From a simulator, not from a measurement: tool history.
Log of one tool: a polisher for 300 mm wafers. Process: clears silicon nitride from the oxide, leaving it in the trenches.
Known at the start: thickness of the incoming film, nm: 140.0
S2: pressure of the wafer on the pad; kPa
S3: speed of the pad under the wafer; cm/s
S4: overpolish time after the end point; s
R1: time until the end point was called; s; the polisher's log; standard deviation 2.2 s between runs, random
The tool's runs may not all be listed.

{"run": 1, "hour": 0.0, "flow of slurry (ml/min)": 225, "S2": 23.4, "S3": 82, "S4": 37, "R1": 182.83}
{"run": 2, "hour": 4.3, "flow of slurry (ml/min)": 225, "S2": 18.6, "S3": 82, "S4": 37, "R1": 235.1}
{"run": 3, "hour": 7.8, "flow of slurry (ml/min)": 225, "S2": 22.8, "S3": 84, "S4": 37, "R1": 184.44}
{"run": 4, "hour": 10.5, "flow of slurry (ml/min)": 225, "S2": 22.8, "S3": 102, "S4": 37, "R1": 154.53}
{"run": 5, "hour": 12.4, "flow of slurry (ml/min)": 255, "S2": 22.8, "S3": 102, "S4": 37, "R1": 150.2}
{"run": 6, "hour": 18.5, "flow of slurry (ml/min)": 255, "S2": 22.8, "S3": 112, "S4": 37, "R1": 138.64}

Run 7 has not been measured yet. What should we expect?
{"run": 7, "hour": 23.0, "flow of slurry (ml/min)": 255, "S2": 24.1, "S3": 112, "S4": 37, "R1": "?"}

Run 7 came out at R1 131.02 s.
